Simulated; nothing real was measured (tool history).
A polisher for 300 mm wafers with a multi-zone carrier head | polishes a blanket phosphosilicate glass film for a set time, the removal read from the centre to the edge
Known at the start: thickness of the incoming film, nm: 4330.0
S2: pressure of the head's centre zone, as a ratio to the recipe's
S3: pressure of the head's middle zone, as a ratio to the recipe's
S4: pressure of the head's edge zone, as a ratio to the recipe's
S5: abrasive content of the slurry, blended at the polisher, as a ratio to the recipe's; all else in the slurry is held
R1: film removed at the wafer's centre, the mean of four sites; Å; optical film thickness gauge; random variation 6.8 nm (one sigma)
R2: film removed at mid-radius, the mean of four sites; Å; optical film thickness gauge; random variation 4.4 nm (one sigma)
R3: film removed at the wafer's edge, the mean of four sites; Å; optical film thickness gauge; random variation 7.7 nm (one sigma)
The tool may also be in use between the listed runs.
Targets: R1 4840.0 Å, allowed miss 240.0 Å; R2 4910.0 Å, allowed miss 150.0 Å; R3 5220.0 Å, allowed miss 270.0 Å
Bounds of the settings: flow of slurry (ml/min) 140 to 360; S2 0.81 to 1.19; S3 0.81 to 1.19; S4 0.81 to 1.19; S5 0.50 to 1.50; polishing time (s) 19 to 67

run 1 day=0.000 | flow_of_slurry_(ml/min)=230 S2=1.00 S3=1.00 S4=1.00 S5=1.00 polishing_time_(s)=43 | R1=5518.5 R2=5723.4 R3=5416.1
run 2 day=0.100 | flow_of_slurry_(ml/min)=230 S2=0.91 S3=1.00 S4=1.00 S5=1.00 polishing_time_(s)=43 | R1=5030.3 R2=5745.5 R3=5517.9
run 3 day=0.317 | flow_of_slurry_(ml/min)=230 S2=0.91 S3=1.00 S4=1.08 S5=1.00 polishing_time_(s)=43 | R1=5269.4 R2=5660.3 R3=5860.6
run 4 day=0.350 | flow_of_slurry_(ml/min)=225 S2=0.91 S3=0.97 S4=1.06 S5=0.95 polishing_time_(s)=43 | R1=4963.7 R2=5391.8 R3=5665.0
run 5 day=0.425 | flow_of_slurry_(ml/min)=220 S2=0.93 S3=0.95 S4=1.04 S5=0.95 polishing_time_(s)=43 | R1=5066.0 R2=5244.6 R3=5452.1
run 6 day=0.592 | flow_of_slurry_(ml/min)=210 S2=0.93 S3=0.94 S4=1.03 S5=0.95 polishing_time_(s)=43 | R1=4978.5 R2=5280.2 R3=5489.0
run 7 day=0.912 | flow_of_slurry_(ml/min)=210 S2=0.94 S3=0.92 S4=1.02 S5=0.95 polishing_time_(s)=43 | R1=5018.0 R2=5093.5 R3=5368.6
run 8 day=0.942 | flow_of_slurry_(ml/min)=205 S2=0.94 S3=0.91 S4=1.01 S5=0.95 polishing_time_(s)=43 | R1=5062.5 R2=5033.6 R3=5441.6
run 9 day=1.225 | flow_of_slurry_(ml/min)=205 S2=0.94 S3=0.91 S4=1.00 S5=0.95 polishing_time_(s)=43 | R1=5250.8 R2=5130.8 R3=5371.1
run 10 day=1.362 | flow_of_slurry_(ml/min)=205 S2=0.93 S3=0.91 S4=1.00 S5=0.95 polishing_time_(s)=43 | R1=5023.1 R2=5024.6 R3=5323.5
run 11 day=1.696 | flow_of_slurry_(ml/min)=205 S2=0.93 S3=0.91 S4=1.00 S5=0.95 polishing_time_(s)=43 | R1=4964.1 R2=5095.2 R3=5312.0

5 next moves are on the table. One of them brings every result within its allowed miss. Which?
run A day=2.029 | flow_of_slurry_(ml/min)=195 S2=0.91 S3=0.96 S4=0.99 S5=1.10 polishing_time_(s)=40 | R1=? R2=? R3=?
run B day=2.029 | flow_of_slurry_(ml/min)=215 S2=0.87 S3=0.89 S4=0.89 S5=0.80 polishing_time_(s)=49 | R1=? R2=? R3=?
run C day=2.029 | flow_of_slurry_(ml/min)=225 S2=0.90 S3=0.97 S4=0.90 S5=0.80 polishing_time_(s)=46 | R1=? R2=? R3=?
run D day=2.029 | flow_of_slurry_(ml/min)=195 S2=0.96 S3=0.88 S4=1.10 S5=0.95 polishing_time_(s)=41 | R1=? R2=? R3=?
run E day=2.029 | flow_of_slurry_(ml/min)=185 S2=0.95 S3=0.95 S4=1.03 S5=1.20 polishing_time_(s)=37 | R1=? R2=? R3=?

move=A R1=4802.5 R2=5252.8 R3=5292.2
move=B R1=4938.5 R2=5302.7 R3=5399.1
move=C R1=4830.5 R2=5378.1 R3=5110.6
move=D R1=4873.1 R2=4697.8 R3=5368.2
move=E R1=4766.6 R2=4952.1 R3=5142.9
A: further off than the last run
B: further off than the last run
C: further off than the last run
D: takes the result that was furthest off past its target
E: meets every target
The right move is E.
